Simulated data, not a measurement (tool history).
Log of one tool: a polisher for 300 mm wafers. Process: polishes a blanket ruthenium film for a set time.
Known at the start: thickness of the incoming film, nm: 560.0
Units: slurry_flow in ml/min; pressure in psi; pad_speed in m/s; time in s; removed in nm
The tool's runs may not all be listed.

run,hour,slurry_flow,pressure,pad_speed,time,removed
1,0,320,2,1.2,69,97.375
2,1.3,245,2,1.2,69,95.097
3,5.9,245,1.9,1.2,69,90.019
4,12,190,1.9,1.2,69,87.014
5,17.7,190,1.8,1.2,69,81.705
6,20.9,190,1.8,0.94,69,64.64

The next listed run, before its measurement:
7,24,200,1.9,0.94,69,?

removed: 69.058 nm
